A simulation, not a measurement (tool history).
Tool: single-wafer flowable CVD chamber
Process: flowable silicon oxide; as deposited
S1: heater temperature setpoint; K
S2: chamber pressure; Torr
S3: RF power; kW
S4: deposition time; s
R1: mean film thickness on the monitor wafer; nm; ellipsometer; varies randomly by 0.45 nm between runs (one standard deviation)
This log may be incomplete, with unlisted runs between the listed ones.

Run 1, day 0.000: S1 383.15 K, S2 0.567 Torr, S3 2.020 kW, S4 506 s. Result: R1 121.590 nm.
Run 2, day 0.242: S1 383.15 K, S2 0.567 Torr, S3 2.020 kW, S4 523 s. Result: R1 126.570 nm.
Run 3, day 0.525: S1 388.15 K, S2 0.566 Torr, S3 2.020 kW, S4 523 s. Result: R1 108.610 nm.
Run 4, day 0.788: S1 388.15 K, S2 0.624 Torr, S3 2.020 kW, S4 523 s. Result: R1 118.960 nm.
Run 5, day 1.083: S1 392.15 K, S2 0.623 Torr, S3 2.020 kW, S4 523 s. Result: R1 107.670 nm.
Run 6, day 1.429: S1 392.15 K, S2 0.623 Torr, S3 1.820 kW, S4 523 s. Result: R1 104.700 nm.
At day 1.729: RF generator calibrated.
Run 7, day 1.729: S1 395.15 K, S2 0.623 Torr, S3 1.820 kW, S4 523 s. Result: R1 98.119 nm.
Run 8, day 1.933: S1 398.15 K, S2 0.623 Torr, S3 1.820 kW, S4 523 s. Result: R1 90.416 nm.
Run 9, day 2.204: S1 400.15 K, S2 0.623 Torr, S3 1.820 kW, S4 523 s. Result: R1 86.385 nm.

Predict the results of run 10:
Run 10, day 2.529: S1 403.15 K, S2 0.623 Torr, S3 1.820 kW, S4 523 s. Result: R1 ?.

R1: 80.674 nm

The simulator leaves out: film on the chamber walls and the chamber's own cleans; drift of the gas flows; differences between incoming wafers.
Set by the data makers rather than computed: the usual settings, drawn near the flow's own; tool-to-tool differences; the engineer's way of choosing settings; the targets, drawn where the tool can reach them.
